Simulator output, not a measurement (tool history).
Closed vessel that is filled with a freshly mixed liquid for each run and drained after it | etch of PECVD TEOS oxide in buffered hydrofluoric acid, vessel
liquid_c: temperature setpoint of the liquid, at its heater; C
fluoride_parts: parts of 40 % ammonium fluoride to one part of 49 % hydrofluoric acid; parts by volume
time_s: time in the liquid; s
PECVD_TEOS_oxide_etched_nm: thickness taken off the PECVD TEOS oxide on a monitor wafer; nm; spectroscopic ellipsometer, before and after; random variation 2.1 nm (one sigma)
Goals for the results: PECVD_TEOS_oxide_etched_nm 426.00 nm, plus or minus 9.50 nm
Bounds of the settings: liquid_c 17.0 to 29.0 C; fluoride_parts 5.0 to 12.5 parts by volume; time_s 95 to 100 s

run  hour  liquid_c  fluoride_parts  time_s  PECVD_TEOS_oxide_etched_nm
  1   0.0      21.0             7.5      95                      257.80
  2   3.1      22.0             7.5      95                      274.23
  3   5.0      23.0             7.5      95                      289.77
  4  13.7      24.0             7.5      95                      305.37
  5  16.0      24.0             7.5     100                      321.40
  6  19.4      24.5             7.5     100                      331.61
  7  22.8      25.0             7.5     100                      342.70
  8  25.2      25.5             7.5     100                      348.72
  9  29.8      26.0             7.5     100                      358.45
 10  32.3      26.0             7.5     100                      362.22
 11  36.2      26.5             7.5     100                      371.11
 12  40.2      27.0             7.5     100                      379.28
 13  48.9      27.5             7.5     100                      387.84
 14  56.1      28.5             7.5     100                      408.07

Consider the 4 candidate settings below. Which is the only one whose results all fall within their allowed miss of target?
  A  63.3      29.0             7.5      95                           ?
  B  63.3      28.0             7.0      95                           ?
  C  63.3      26.5             6.5     100                           ?
  D  63.3      28.0             7.5     100                           ?

move  PECVD_TEOS_oxide_etched_nm
   A                      397.72
   B                      406.37
   C                      421.10
   D                      397.09
A: its largest miss is bigger than the last run's
B: its largest miss is bigger than the last run's
C: in spec on every target
D: its largest miss is bigger than the last run's
Correct choice: C, which meets every target
